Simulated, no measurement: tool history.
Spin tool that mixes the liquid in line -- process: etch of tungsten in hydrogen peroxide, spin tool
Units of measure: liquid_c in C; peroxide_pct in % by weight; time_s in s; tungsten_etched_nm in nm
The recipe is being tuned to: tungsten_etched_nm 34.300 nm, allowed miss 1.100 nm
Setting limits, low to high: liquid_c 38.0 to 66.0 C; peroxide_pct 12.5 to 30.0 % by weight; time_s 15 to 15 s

run    day  liquid_c  peroxide_pct  time_s  tungsten_etched_nm
  1  0.000      54.0          23.5      15              17.773
  2  0.258      55.5          23.5      15              19.306
  3  0.625      57.0          23.5      15              21.188
  4  0.692      58.0          23.5      15              22.204
  5  0.996      59.0          23.5      15              23.784
  6  1.121      60.0          23.5      15              25.578
  7  1.167      60.5          23.5      15              26.258
  8  1.521      61.0          23.5      15              26.819
  9  1.667      61.5          23.5      15              27.472
 10  1.888      62.0          23.5      15              28.431

Which one of the following 5 next-run settings gets every result inside its allowed miss? There is exactly one.
  A  2.108      65.0          24.0      15                   ?
  B  2.108      64.0          23.5      15                   ?
  C  2.108      66.0          18.0      15                   ?
  D  2.108      62.0          29.5      15                   ?
  E  2.108      63.5          26.5      15                   ?

move  tungsten_etched_nm
   A              33.824
   B              31.647
   C              30.968
   D              31.670
   E              32.675
A: all results land within tolerance of their targets
B: nearer than the last run, and not there yet
C: nearer than the last run, and not there yet
D: nearer than the last run, and not there yet
E: nearer than the last run, and not there yet
The move that meets every target is A.
